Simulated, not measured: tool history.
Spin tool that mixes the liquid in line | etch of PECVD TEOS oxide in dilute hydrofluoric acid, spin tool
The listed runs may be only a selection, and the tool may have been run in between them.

run  hour  temperature setpoint of the liquid (C)  parts of water to one part of 49 % hydrofluoric acid (parts by volume)  time under the liquid (s)  thickness taken off the PECVD TEOS oxide on a monitor wafer (angstrom)
  1   0.0                                    21.0                                                                     245                        300                                                                  98.403
  2   8.6                                    21.0                                                                     200                        300                                                                 126.170
  3  15.6                                    19.5                                                                     200                        300                                                                 119.690
  4  18.5                                    19.5                                                                     200                        300                                                                 119.010
  5  21.7                                    19.0                                                                     210                        300                                                                 112.220
  6  28.0                                    18.5                                                                     220                        300                                                                 102.400

Run 7 is up next; what results do you expect?
  7  30.1                                    18.0                                                                     225                        300                                                                       ?

For run 7 the tool returned thickness taken off the PECVD TEOS oxide on a monitor wafer (angstrom) 98.795.
